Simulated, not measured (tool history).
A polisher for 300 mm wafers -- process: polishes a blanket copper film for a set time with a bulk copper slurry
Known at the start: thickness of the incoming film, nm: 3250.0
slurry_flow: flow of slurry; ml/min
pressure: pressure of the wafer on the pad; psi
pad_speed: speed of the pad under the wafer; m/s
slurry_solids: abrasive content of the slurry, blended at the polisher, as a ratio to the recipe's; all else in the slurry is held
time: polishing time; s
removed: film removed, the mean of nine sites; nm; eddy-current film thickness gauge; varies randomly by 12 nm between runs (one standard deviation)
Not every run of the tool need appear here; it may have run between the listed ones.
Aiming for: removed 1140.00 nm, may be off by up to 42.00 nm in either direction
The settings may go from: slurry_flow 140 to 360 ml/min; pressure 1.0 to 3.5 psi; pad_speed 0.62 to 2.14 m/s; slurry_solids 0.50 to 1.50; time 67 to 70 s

run  hour  slurry_flow  pressure  pad_speed  slurry_solids  time  removed
  1   0.0          230       2.2       1.38           1.00    67   630.31
  2   7.2          230       2.4       1.38           1.00    67   685.22
  3  12.9          230       2.5       1.38           1.00    67   713.80
  4  18.0          230       2.6       1.38           1.00    67   746.11
  5  23.4          230       2.6       1.38           0.80    67   694.42
  6  24.8          230       2.7       1.40           0.80    67   746.31
  7  27.4          230       2.8       1.42           0.80    67   786.03
  8  33.2          230       2.9       1.44           0.80    67   799.44
  9  40.3          230       3.0       1.48           0.80    67   873.54
 10  41.5          230       3.1       1.50           0.80    67   906.87
 11  46.7          230       3.2       1.52           0.80    67   932.04
 12  51.4          230       3.2       1.54           0.80    67   966.73
 13  55.8          230       3.2       1.56           0.80    67   972.60
 14  63.7          230       3.2       1.58           0.80    67   980.80
 15  65.9          230       3.4       1.62           0.80    67  1089.90

Below are 5 possible settings for the next run. Only one of them brings all results inside the allowed miss of their targets. Which is it?
  A  68.1          200       3.5       1.54           0.75    70        ?
  B  68.1          320       3.0       1.58           0.85    70        ?
  C  68.1          235       2.9       1.84           0.80    67        ?
  D  68.1          270       3.5       1.52           0.80    67        ?
  E  68.1          210       3.5       1.58           1.00    68        ?

move  removed
   A  1054.20
   B  1012.60
   C  1037.30
   D  1051.80
   E  1135.50
A: moves away from the targets compared with the last run
B: moves away from the targets compared with the last run
C: moves away from the targets compared with the last run
D: moves away from the targets compared with the last run
E: all results land within tolerance of their targets
Go with E: it meets all targets.
